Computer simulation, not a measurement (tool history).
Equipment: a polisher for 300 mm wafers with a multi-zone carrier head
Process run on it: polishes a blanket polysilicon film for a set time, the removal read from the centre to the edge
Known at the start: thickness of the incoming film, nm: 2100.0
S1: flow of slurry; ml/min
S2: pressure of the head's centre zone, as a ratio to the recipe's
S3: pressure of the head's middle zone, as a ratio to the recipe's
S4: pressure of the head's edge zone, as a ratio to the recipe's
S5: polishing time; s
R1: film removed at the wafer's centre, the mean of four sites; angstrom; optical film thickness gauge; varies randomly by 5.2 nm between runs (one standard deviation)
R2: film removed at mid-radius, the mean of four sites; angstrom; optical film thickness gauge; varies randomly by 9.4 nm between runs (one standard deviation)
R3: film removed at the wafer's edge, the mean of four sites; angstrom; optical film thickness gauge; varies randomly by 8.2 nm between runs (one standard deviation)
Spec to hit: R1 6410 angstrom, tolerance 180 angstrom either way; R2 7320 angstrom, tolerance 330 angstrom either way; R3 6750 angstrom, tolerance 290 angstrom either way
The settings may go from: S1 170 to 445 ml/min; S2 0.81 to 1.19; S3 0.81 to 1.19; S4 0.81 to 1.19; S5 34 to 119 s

{"run": 1, "hour": 0.0, "S1": 285, "S2": 1, "S3": 1, "S4": 1, "S5": 76, "R1": 4794.2, "R2": 4607.6, "R3": 4844.6}
{"run": 2, "hour": 7.0, "S1": 285, "S2": 1, "S3": 1.04, "S4": 1, "S5": 76, "R1": 4793.5, "R2": 4865, "R3": 4834.5}
{"run": 3, "hour": 13.9, "S1": 285, "S2": 1, "S3": 1.04, "S4": 1, "S5": 91, "R1": 5738, "R2": 5758.9, "R3": 5793.4}
{"run": 4, "hour": 15.5, "S1": 285, "S2": 1, "S3": 0.99, "S4": 1, "S5": 91, "R1": 5731.6, "R2": 5653.8, "R3": 5880.1}
{"run": 5, "hour": 17.2, "S1": 285, "S2": 1, "S3": 0.99, "S4": 1.06, "S5": 91, "R1": 5783.7, "R2": 5586, "R3": 5938.4}
{"run": 6, "hour": 26.1, "S1": 290, "S2": 0.99, "S3": 1.04, "S4": 1.06, "S5": 95, "R1": 5908.7, "R2": 6005.6, "R3": 6118.6}
{"run": 7, "hour": 31.6, "S1": 290, "S2": 0.99, "S3": 1.04, "S4": 1.06, "S5": 95, "R1": 6022.8, "R2": 6246.7, "R3": 6032.4}
{"run": 8, "hour": 36.8, "S1": 320, "S2": 0.99, "S3": 1.14, "S4": 1.16, "S5": 100, "R1": 6342.8, "R2": 6944.6, "R3": 6587.9}

5 next moves are on the table. One of them brings every result within its allowed miss. Which?
{"run": "A", "hour": 42.0, "S1": 345, "S2": 1.04, "S3": 1.19, "S4": 1.11, "S5": 89, "R1": "?", "R2": "?", "R3": "?"}
{"run": "B", "hour": 42.0, "S1": 330, "S2": 1.01, "S3": 1.15, "S4": 1.18, "S5": 91, "R1": "?", "R2": "?", "R3": "?"}
{"run": "C", "hour": 42.0, "S1": 285, "S2": 0.99, "S3": 1.19, "S4": 1.17, "S5": 103, "R1": "?", "R2": "?", "R3": "?"}
{"run": "D", "hour": 42.0, "S1": 355, "S2": 0.96, "S3": 1.18, "S4": 1.19, "S5": 98, "R1": "?", "R2": "?", "R3": "?"}
{"run": "E", "hour": 42.0, "S1": 340, "S2": 1, "S3": 1.17, "S4": 1.12, "S5": 93, "R1": "?", "R2": "?", "R3": "?"}

move=A R1=6019.2 R2=6438.3 R3=5904.3
move=B R1=5948.1 R2=6388.3 R3=6131.5
move=C R1=6491 R2=7311.3 R3=6839.9
move=D R1=6133.4 R2=7064.1 R3=6651.5
move=E R1=6037.6 R2=6633.8 R3=6181
A: its largest miss is bigger than the last run's
B: its largest miss is bigger than the last run's
C: every result lands within tolerance
D: puts the biggest miss on target and leaves a different result outside tolerance
E: its largest miss is bigger than the last run's
C is the move that brings every result within its allowed miss.

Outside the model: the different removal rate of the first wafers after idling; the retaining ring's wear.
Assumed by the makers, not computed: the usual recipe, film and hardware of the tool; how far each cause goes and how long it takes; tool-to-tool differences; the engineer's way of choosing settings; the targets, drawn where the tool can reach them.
